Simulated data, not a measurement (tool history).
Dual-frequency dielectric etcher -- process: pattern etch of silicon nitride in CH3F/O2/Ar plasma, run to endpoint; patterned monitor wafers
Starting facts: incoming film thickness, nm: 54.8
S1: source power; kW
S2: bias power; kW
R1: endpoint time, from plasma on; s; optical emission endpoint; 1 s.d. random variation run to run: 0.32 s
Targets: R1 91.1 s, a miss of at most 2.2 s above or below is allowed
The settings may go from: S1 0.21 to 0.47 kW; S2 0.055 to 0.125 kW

run,hour,S1,S2,R1
1,0,0.34,0.09,77.946
2,2.8,0.32,0.087,81.319
3,8.5,0.3,0.086,84.933
4,17.2,0.29,0.086,87.128
5,19.7,0.32,0.086,82.12
6,20.5,0.35,0.086,77.798
7,25.1,0.33,0.085,80.507
8,25.8,0.27,0.078,94.953

5 next moves are on the table. One of them brings every result within its allowed miss. Which?
A,26.5,0.28,0.083,?
B,26.5,0.25,0.075,?
C,26.5,0.23,0.085,?
D,26.5,0.27,0.07,?
E,26.5,0.25,0.079,?

move,R1
A,90.37
B,100.89
C,103.95
D,97.192
E,99.422
A: in spec on every target
B: the biggest miss grows against the last run
C: the biggest miss grows against the last run
D: the biggest miss grows against the last run
E: the biggest miss grows against the last run
A meets every target.
